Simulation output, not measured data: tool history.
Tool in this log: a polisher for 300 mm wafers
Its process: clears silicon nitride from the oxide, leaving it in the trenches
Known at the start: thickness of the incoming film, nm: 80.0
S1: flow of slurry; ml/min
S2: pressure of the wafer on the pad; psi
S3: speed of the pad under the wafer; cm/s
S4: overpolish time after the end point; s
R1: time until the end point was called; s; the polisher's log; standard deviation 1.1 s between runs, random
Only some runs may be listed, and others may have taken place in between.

| run | hour | S1 | S2 | S3 | S4 | R1 |
|---|---|---|---|---|---|---|
| 1 | 0 | 320 | 1.8 | 118 | 48 | 108.46 |
| 2 | 3 | 320 | 2.1 | 120 | 48 | 97.779 |
| 3 | 5.5 | 320 | 2.4 | 120 | 48 | 85.476 |
| 4 | 14.1 | 320 | 2.5 | 126 | 48 | 77.868 |
| 5 | 21.2 | 320 | 2.5 | 126 | 51 | 81.725 |
|  | 24.6 | worn pad replaced by a new one |
| 6 | 24.6 | 320 | 2.5 | 100 | 51 | 87.347 |
| 7 | 28.8 | 330 | 2.6 | 116 | 50 | 73.292 |
| 8 | 30.4 | 345 | 2.6 | 116 | 50 | 75.987 |

Expected results for the next run?
| 9 | 38.8 | 355 | 2.7 | 120 | 50 | ? |

{"run 9": {"R1": 71.937}}
